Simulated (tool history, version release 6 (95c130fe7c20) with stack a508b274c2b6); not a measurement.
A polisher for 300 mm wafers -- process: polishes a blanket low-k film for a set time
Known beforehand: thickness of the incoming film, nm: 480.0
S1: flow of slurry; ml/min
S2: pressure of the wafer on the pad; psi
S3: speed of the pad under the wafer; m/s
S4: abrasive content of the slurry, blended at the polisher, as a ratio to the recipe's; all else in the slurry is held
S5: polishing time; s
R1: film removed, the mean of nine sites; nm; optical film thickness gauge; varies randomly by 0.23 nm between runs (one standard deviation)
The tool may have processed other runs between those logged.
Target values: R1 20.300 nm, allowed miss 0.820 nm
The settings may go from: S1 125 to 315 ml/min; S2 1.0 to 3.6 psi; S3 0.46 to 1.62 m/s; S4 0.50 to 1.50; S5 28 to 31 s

run	hour	S1	S2	S3	S4	S5	R1
1	0.0	205	2.3	1.04	1.00	31	16.752
2	2.7	170	2.3	1.04	1.00	31	16.436
3	7.7	170	2.4	1.04	1.00	31	17.013
4	9.9	150	2.4	1.04	1.00	31	16.789
5	15.1	170	2.4	1.04	1.00	31	16.967
6	15.9	170	2.5	1.04	1.00	31	17.611
7	19.9	170	2.6	1.04	1.00	31	18.685
8	22.9	175	2.7	1.04	1.00	31	19.118

5 next moves are on the table. One of them brings every result within its allowed miss. Which?
A	25.9	170	2.6	1.04	1.05	28	?
B	25.9	150	2.8	1.62	0.65	29	?
C	25.9	165	2.4	1.06	1.00	31	?
D	25.9	155	3.5	0.82	1.20	31	?
E	25.9	170	2.7	1.14	0.90	29	?

move	R1
A	16.912
B	20.333
C	17.128
D	21.848
E	18.117
A: lands further from the targets than the last run did
B: hits every target within its allowed miss
C: lands further from the targets than the last run did
D: takes the biggest miss from the last run beyond its target
E: lands further from the targets than the last run did
Move B is the one to make.
